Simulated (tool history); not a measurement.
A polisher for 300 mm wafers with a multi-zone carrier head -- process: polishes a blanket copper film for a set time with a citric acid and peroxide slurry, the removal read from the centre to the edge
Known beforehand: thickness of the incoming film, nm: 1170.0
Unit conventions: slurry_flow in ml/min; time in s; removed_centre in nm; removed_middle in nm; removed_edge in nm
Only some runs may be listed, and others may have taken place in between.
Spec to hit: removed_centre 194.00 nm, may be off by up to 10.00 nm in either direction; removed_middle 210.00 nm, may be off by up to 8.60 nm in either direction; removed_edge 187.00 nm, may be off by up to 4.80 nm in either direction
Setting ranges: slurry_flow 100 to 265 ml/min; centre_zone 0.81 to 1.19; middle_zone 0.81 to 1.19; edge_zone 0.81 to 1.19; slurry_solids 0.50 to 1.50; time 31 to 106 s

run  hour  slurry_flow  centre_zone  middle_zone  edge_zone  slurry_solids  time  removed_centre  removed_middle  removed_edge
  1   0.0          170         1.00         1.00       1.00           1.00    68          151.84          172.78        170.56
  2   0.9          170         1.00         0.92       1.00           1.00    68          157.27          161.66        169.67
  3   7.7          170         1.00         0.92       0.96           1.00    68          160.19          157.98        164.96
  4   8.9          170         1.00         0.92       0.96           1.00    61          142.21          144.60        149.69
  5  15.2          170         1.06         0.92       0.96           1.00    61          148.75          141.21        147.39
  6  23.5          170         1.02         0.92       0.96           1.00    61          144.16          144.58        147.78
  7  28.9          190         1.05         0.97       0.96           1.15    62          152.99          160.71        156.32
  8  35.4          205         1.08         0.99       0.97           1.25    64          168.23          168.43        168.99
  9  44.1          215         1.10         1.03       0.96           1.30    65          173.39          180.77        170.31
     48.2  -- centre zone pressure recalibrated
 10  48.2          220         1.12         1.06       0.97           1.35    66          194.58          189.70        174.38
 11  57.2          225         1.10         1.08       0.98           1.40    66          198.19          195.26        177.41

Pick the move, out of 5, that brings all results within their allowed miss; only one does.
  A  66.2          200         1.19         1.01       1.12           1.50    69               ?               ?             ?
  B  66.2          265         1.17         0.98       1.12           1.45    70               ?               ?             ?
  C  66.2          260         1.01         0.96       1.00           1.50    68               ?               ?             ?
  D  66.2          220         1.02         1.10       0.98           1.35    71               ?               ?             ?
  E  66.2          200         1.04         0.99       1.04           1.40    69               ?               ?             ?

move  removed_centre  removed_middle  removed_edge
   A          221.09          191.88        193.25
   B          229.01          196.05        200.39
   C          198.04          188.25        187.02
   D          200.18          210.60        187.04
   E          195.67          186.78        185.47
A: the result that was furthest off in the last run now lies on the other side of its target
B: the result that was furthest off in the last run now lies on the other side of its target
C: gets the furthest-off result to its target, but another result is out of tolerance
D: all results in spec
E: gets the furthest-off result to its target, but another result is out of tolerance
Move D is the one to make.

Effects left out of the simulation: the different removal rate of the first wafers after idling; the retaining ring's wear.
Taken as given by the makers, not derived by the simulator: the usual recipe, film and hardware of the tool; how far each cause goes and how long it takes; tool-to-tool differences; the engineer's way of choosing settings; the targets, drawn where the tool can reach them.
